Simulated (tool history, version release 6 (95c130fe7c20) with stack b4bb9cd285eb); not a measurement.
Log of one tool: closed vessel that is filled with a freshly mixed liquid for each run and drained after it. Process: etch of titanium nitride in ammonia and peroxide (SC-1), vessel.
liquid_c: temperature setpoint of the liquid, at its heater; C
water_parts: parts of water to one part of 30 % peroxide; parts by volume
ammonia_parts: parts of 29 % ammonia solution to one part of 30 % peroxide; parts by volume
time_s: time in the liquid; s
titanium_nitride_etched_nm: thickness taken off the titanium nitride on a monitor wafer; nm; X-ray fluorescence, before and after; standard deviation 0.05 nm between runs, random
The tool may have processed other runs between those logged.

| run | hour | liquid_c | water_parts | ammonia_parts | time_s | titanium_nitride_etched_nm |
|---|---|---|---|---|---|---|
| 1 | 0 | 60 | 26.5 | 0.5 | 140 | 6.6505 |
| 2 | 8 | 55.5 | 26.5 | 0.5 | 140 | 4.9703 |
| 3 | 14.4 | 55.5 | 35 | 0.5 | 140 | 4.2379 |
| 4 | 15.2 | 55.5 | 35 | 0.65 | 140 | 4.4375 |
| 5 | 22.7 | 55.5 | 29.5 | 0.65 | 140 | 4.9006 |
| 6 | 29.1 | 53 | 29.5 | 0.65 | 140 | 4.1476 |
| 7 | 34.4 | 58.5 | 27.5 | 0.65 | 140 | 6.234 |
| 8 | 42.7 | 62.5 | 26 | 0.65 | 140 | 8.3132 |
| 9 | 49.5 | 65 | 25 | 0.65 | 140 | 9.8878 |
| 10 | 53.8 | 66.5 | 24 | 0.65 | 140 | 11.197 |
| 11 | 57.9 | 67.5 | 23.5 | 0.65 | 140 | 12.086 |
| 12 | 60.5 | 68.5 | 23 | 0.65 | 140 | 13.007 |

What does the tool deliver on the next run?
| 13 | 66.5 | 69 | 23 | 0.65 | 140 | ? |

titanium_nitride_etched_nm: 13.441 nm
